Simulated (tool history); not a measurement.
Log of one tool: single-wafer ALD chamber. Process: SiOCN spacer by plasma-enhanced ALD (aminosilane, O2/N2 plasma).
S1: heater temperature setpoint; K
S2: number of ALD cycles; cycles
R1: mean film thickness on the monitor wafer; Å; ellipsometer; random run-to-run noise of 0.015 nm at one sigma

{"run": 1, "day": 0.0, "S1": 678.15, "S2": 63, "R1": 35.555}
{"run": 2, "day": 0.029, "S1": 678.15, "S2": 66, "R1": 37.428}
{"run": 3, "day": 0.408, "S1": 675.15, "S2": 66, "R1": 37.461}
{"run": 4, "day": 0.446, "S1": 674.15, "S2": 67, "R1": 38.195}
{"run": 5, "day": 0.783, "S1": 670.15, "S2": 67, "R1": 38.697}
{"run": 6, "day": 0.975, "S1": 666.15, "S2": 67, "R1": 38.933}
{"run": 7, "day": 1.329, "S1": 665.15, "S2": 67, "R1": 39.033}
{"run": 8, "day": 1.517, "S1": 664.15, "S2": 67, "R1": 38.961}

What will run 9 give?
{"run": 9, "day": 1.754, "S1": 663.15, "S2": 67, "R1": "?"}

R1: 39.039 Å
